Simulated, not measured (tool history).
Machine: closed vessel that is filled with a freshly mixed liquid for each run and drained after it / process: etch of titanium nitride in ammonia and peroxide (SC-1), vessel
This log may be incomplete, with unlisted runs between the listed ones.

run	day	temperature setpoint of the liquid (K)	parts of water to one part of 30 % peroxide (parts by volume)	parts of 29 % ammonia solution to one part of 30 % peroxide (parts by volume)	time in the liquid (s)	thickness taken off the titanium nitride on a monitor wafer (nm)
1	0	323.15	19.5	0.45	760	37.738
2	0.204	323.15	12.5	0.45	760	48.614
3	0.529	323.15	12.5	0.35	760	46.067
4	0.729	317.65	12.5	0.35	760	30.939
5	0.958	317.65	6.5	0.35	760	44.222
6	1.271	316.65	8	0.35	760	36.833
7	1.521	315.65	9	0.35	760	32.275
8	1.679	315.15	10	0.35	760	29.148
9	1.712	311.15	17.5	0.35	760	16.017

The next listed run, before its measurement:
10	1.858	311.65	17.5	0.35	760	?

{"run 10": {"thickness taken off the titanium nitride on a monitor wafer (nm)": 16.899}}
